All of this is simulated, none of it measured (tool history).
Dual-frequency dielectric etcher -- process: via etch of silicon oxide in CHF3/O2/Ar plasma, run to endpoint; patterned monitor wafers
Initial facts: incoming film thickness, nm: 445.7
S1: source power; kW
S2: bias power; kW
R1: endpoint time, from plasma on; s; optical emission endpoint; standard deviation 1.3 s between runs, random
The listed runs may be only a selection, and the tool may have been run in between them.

| run | day | S1 | S2 | R1 |
|---|---|---|---|---|
| 1 | 0 | 0.83 | 0.15 | 194.71 |
| 2 | 0.25 | 0.86 | 0.152 | 193.19 |
| 3 | 0.296 | 0.86 | 0.139 | 196.66 |
| 4 | 0.362 | 0.78 | 0.139 | 203.32 |
| 5 | 0.667 | 0.82 | 0.143 | 198.22 |
| 6 | 0.692 | 0.93 | 0.143 | 190.78 |
| 7 | 0.917 | 0.96 | 0.146 | 189.22 |
| 8 | 1.054 | 0.98 | 0.15 | 184.38 |
| 9 | 1.121 | 1 | 0.152 | 184.97 |

Estimate the outcome of run 10 from the log above:
| 10 | 1.471 | 1.02 | 0.155 | ? |

Run 10 yielded R1 180.5 s.

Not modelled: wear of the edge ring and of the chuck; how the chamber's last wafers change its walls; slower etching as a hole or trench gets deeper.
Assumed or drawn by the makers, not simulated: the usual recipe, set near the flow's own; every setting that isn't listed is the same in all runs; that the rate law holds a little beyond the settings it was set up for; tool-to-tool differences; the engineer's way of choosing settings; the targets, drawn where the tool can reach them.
